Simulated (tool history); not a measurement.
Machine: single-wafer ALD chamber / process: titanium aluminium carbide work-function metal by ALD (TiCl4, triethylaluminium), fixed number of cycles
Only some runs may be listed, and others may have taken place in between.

| run | hour | heater temperature setpoint (°C) | triethylaluminium pulse time (s) | mean film thickness on the monitor wafer (angstrom) |
|---|---|---|---|---|
| 1 | 0.0 | 285 | 12.17 | 18.863 |
| 2 | 4.0 | 291 | 12.17 | 19.442 |
| 3 | 6.6 | 284 | 12.17 | 18.762 |
| 4 | 9.1 | 289 | 12.17 | 19.344 |
| 5 | 15.1 | 291 | 12.34 | 19.556 |
| 6 | 16.1 | 293 | 12.48 | 19.651 |
| 7 | 22.6 | 295 | 12.67 | 20.018 |
| 8 | 30.2 | 296 | 12.77 | 20.091 |
| 9 | 33.1 | 297 | 12.87 | 20.164 |

Forecast run 10:
| 10 | 41.2 | 298 | 12.98 | ? |

Run 10 measured mean film thickness on the monitor wafer (angstrom) 20.362.
